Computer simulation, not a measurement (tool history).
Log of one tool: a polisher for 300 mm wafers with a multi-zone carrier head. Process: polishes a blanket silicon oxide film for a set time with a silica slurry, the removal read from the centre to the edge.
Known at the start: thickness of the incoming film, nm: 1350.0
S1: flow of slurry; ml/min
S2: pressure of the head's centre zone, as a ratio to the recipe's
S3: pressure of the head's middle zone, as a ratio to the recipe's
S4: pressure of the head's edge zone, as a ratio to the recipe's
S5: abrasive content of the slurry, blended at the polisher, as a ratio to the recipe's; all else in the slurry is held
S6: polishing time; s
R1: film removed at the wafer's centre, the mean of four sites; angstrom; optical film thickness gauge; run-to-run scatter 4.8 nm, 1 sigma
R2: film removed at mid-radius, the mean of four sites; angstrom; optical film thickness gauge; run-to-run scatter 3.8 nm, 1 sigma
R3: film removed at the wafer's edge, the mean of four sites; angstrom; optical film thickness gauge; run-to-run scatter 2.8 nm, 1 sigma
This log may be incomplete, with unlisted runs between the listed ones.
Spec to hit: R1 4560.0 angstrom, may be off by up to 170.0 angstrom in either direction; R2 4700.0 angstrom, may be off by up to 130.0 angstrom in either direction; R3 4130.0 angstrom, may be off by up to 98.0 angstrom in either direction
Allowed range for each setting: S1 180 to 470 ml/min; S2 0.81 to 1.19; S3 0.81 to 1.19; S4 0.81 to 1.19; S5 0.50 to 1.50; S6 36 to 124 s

run,hour,S1,S2,S3,S4,S5,S6,R1,R2,R3
1,0.0,300,1.00,1.00,1.00,1.00,79,4130.9,4212.7,4188.2
2,4.4,310,1.01,1.01,0.99,1.00,79,4111.2,4213.5,4186.3
3,5.6,235,1.01,1.01,0.99,1.00,79,4004.0,4105.0,4071.9
4,9.9,235,1.01,0.95,0.99,1.00,79,4038.7,3869.5,4126.0
5,11.0,235,1.01,0.95,0.99,1.00,94,4755.6,4611.3,4920.0
6,13.0,235,1.01,0.95,1.03,1.00,94,4854.8,4681.4,5010.8
7,19.5,235,1.02,0.97,1.01,0.95,94,4709.5,4669.5,4843.1
8,25.5,235,1.03,0.98,0.99,0.95,94,4692.0,4624.7,4713.5
9,31.9,230,1.04,0.99,0.97,0.95,94,4827.3,4662.7,4738.9
10,36.3,230,1.04,1.01,0.95,0.95,94,4735.6,4796.0,4673.0
11,39.6,230,1.05,1.02,0.93,0.95,94,4740.5,4810.6,4696.9
12,46.5,285,1.15,1.12,0.83,0.70,93,4613.6,4497.9,3810.5
13,49.0,290,1.14,1.12,0.85,0.70,93,4567.7,4538.1,3838.2
14,56.8,295,1.14,1.12,0.87,0.70,93,4460.1,4583.5,3881.1
15,62.5,295,1.14,1.12,0.88,0.70,93,4494.7,4506.5,3966.3
16,71.2,300,1.14,1.12,0.88,0.70,93,4504.7,4556.6,3911.5
17,76.1,300,1.14,1.12,0.89,0.70,93,4438.2,4574.6,3914.5
18,84.7,340,1.15,1.12,0.97,0.75,93,4818.2,4715.9,4280.6
19,90.9,335,1.15,1.12,0.96,0.75,93,4744.5,4716.8,4291.7
20,94.1,330,1.15,1.12,0.95,0.75,93,4820.3,4692.9,4255.0

Consider the 4 candidate settings below. Which is the only one whose results all fall within their allowed miss of target?
A,97.3,295,1.14,1.13,0.94,0.85,87,?,?,?
B,97.3,325,1.18,1.05,0.99,0.80,90,?,?,?
C,97.3,410,1.17,1.04,0.94,0.70,99,?,?,?
D,97.3,340,1.06,1.05,0.97,0.85,88,?,?,?

move,R1,R2,R3
A,4726.6,4701.6,4130.3
B,4922.0,4476.0,4288.1
C,5137.7,4656.6,4370.4
D,4586.2,4522.9,4285.1
A: hits every target within its allowed miss
B: its largest miss is bigger than the last run's
C: its largest miss is bigger than the last run's
D: meets the target for the result that was furthest off, but another lies outside its allowed miss
The right move is A.

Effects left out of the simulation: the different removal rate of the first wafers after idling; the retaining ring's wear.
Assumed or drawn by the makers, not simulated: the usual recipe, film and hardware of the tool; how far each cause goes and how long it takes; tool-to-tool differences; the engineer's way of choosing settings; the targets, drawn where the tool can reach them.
